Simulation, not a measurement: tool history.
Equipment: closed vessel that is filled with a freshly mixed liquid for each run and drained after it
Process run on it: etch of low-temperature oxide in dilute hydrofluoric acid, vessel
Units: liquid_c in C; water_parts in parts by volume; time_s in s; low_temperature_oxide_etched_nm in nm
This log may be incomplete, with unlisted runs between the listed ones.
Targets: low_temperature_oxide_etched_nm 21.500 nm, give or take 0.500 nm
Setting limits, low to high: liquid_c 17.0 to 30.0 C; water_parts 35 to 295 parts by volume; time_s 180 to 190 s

| run | day | liquid_c | water_parts | time_s | low_temperature_oxide_etched_nm |
|---|---|---|---|---|---|
| 1 | 0.000 | 22.0 | 165 | 180 | 15.721 |
| 2 | 0.104 | 23.5 | 165 | 180 | 16.873 |
| 3 | 0.325 | 21.0 | 165 | 180 | 15.286 |
| 4 | 0.700 | 21.0 | 165 | 190 | 16.258 |
| 5 | 1.042 | 21.0 | 165 | 180 | 15.254 |
|  | 1.200 | hydrofluoric acid flow meter replaced |
| 6 | 1.200 | 21.0 | 115 | 180 | 24.565 |
| 7 | 1.429 | 20.5 | 115 | 180 | 24.405 |
| 8 | 1.779 | 20.0 | 115 | 180 | 23.884 |

Below are 4 possible settings for the next run. Only one of them brings all results inside the allowed miss of their targets. Which is it?
| A | 2.129 | 19.5 | 120 | 180 | ? |
| B | 2.129 | 20.5 | 130 | 190 | ? |
| C | 2.129 | 17.0 | 120 | 190 | ? |
| D | 2.129 | 21.0 | 130 | 190 | ? |

| move | low_temperature_oxide_etched_nm |
|---|---|
| A | 22.342 |
| B | 22.424 |
| C | 21.274 |
| D | 22.877 |
A: closer than the last run, but not yet in spec
B: closer than the last run, but not yet in spec
C: in spec on every target
D: closer than the last run, but not yet in spec
Answer: C
